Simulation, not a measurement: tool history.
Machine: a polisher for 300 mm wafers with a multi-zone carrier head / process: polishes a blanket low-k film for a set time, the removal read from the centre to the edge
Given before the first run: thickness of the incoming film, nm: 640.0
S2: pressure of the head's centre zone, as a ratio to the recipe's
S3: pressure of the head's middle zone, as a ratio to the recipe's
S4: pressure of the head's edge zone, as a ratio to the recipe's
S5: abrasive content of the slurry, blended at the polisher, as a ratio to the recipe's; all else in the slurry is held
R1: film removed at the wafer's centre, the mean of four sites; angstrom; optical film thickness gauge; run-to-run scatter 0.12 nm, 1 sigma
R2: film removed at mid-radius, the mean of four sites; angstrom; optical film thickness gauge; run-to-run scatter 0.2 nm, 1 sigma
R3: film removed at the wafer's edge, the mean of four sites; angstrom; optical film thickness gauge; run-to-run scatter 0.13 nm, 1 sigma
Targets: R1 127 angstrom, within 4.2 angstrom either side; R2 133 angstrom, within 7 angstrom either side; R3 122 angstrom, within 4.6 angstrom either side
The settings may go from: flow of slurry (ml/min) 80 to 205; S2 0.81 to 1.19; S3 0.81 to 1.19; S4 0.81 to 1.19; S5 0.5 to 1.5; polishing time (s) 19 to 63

{"run": 1, "hour": 0.0, "flow of slurry (ml/min)": 135, "S2": 1, "S3": 1, "S4": 1, "S5": 1, "polishing time (s)": 41, "R1": 178.48, "R2": 172.49, "R3": 175.09}
{"run": 2, "hour": 6.7, "flow of slurry (ml/min)": 135, "S2": 0.95, "S3": 1, "S4": 1, "S5": 1, "polishing time (s)": 41, "R1": 173.24, "R2": 170.95, "R3": 176.99}
{"run": 3, "hour": 14.8, "flow of slurry (ml/min)": 135, "S2": 0.95, "S3": 1, "S4": 1, "S5": 0.85, "polishing time (s)": 41, "R1": 162.13, "R2": 164.4, "R3": 163.25}
{"run": 4, "hour": 18.6, "flow of slurry (ml/min)": 120, "S2": 0.95, "S3": 1, "S4": 1, "S5": 0.85, "polishing time (s)": 41, "R1": 157.61, "R2": 156.16, "R3": 164.72}
{"run": 5, "hour": 19.6, "flow of slurry (ml/min)": 130, "S2": 0.94, "S3": 1, "S4": 0.97, "S5": 0.75, "polishing time (s)": 40, "R1": 145.61, "R2": 152.21, "R3": 148.72}
{"run": 6, "hour": 24.5, "flow of slurry (ml/min)": 130, "S2": 0.95, "S3": 0.98, "S4": 0.94, "S5": 0.7, "polishing time (s)": 40, "R1": 142.97, "R2": 146.73, "R3": 143.64}
{"run": 7, "hour": 29.9, "flow of slurry (ml/min)": 130, "S2": 0.96, "S3": 0.98, "S4": 0.91, "S5": 0.65, "polishing time (s)": 40, "R1": 141.63, "R2": 142.98, "R3": 137.79}
{"run": 8, "hour": 34.0, "flow of slurry (ml/min)": 125, "S2": 0.96, "S3": 0.98, "S4": 0.88, "S5": 0.6, "polishing time (s)": 40, "R1": 134.61, "R2": 138.26, "R3": 130.89}
{"run": 9, "hour": 42.0, "flow of slurry (ml/min)": 120, "S2": 0.96, "S3": 0.98, "S4": 0.86, "S5": 0.6, "polishing time (s)": 40, "R1": 135.17, "R2": 133.66, "R3": 131.19}

Consider the 5 candidate settings below. Which is the only one whose results all fall within their allowed miss of target?
{"run": "A", "hour": 50.0, "flow of slurry (ml/min)": 160, "S2": 0.92, "S3": 0.98, "S4": 0.83, "S5": 0.5, "polishing time (s)": 40, "R1": "?", "R2": "?", "R3": "?"}
{"run": "B", "hour": 50.0, "flow of slurry (ml/min)": 135, "S2": 1.08, "S3": 1.11, "S4": 0.81, "S5": 0.8, "polishing time (s)": 31, "R1": "?", "R2": "?", "R3": "?"}
{"run": "C", "hour": 50.0, "flow of slurry (ml/min)": 205, "S2": 1.07, "S3": 1.08, "S4": 0.81, "S5": 0.5, "polishing time (s)": 35, "R1": "?", "R2": "?", "R3": "?"}
{"run": "D", "hour": 50.0, "flow of slurry (ml/min)": 130, "S2": 1, "S3": 1, "S4": 0.81, "S5": 0.5, "polishing time (s)": 41, "R1": "?", "R2": "?", "R3": "?"}
{"run": "E", "hour": 50.0, "flow of slurry (ml/min)": 170, "S2": 1.02, "S3": 1, "S4": 0.87, "S5": 0.6, "polishing time (s)": 36, "R1": "?", "R2": "?", "R3": "?"}

move=A R1=130.12 R2=129.46 R3=124.47
move=B R1=137.39 R2=129.58 R3=111.74
move=C R1=138.37 R2=127.59 R3=110.6
move=D R1=139.02 R2=129.93 R3=122.84
move=E R1=141.04 R2=128.37 R3=123.62
A: all results in spec
B: carries the result that was furthest off beyond its target, to the other side
C: carries the result that was furthest off beyond its target, to the other side
D: meets the target for the result that was furthest off, but another lies outside its allowed miss
E: meets the target for the result that was furthest off, but another lies outside its allowed miss
Answer: A

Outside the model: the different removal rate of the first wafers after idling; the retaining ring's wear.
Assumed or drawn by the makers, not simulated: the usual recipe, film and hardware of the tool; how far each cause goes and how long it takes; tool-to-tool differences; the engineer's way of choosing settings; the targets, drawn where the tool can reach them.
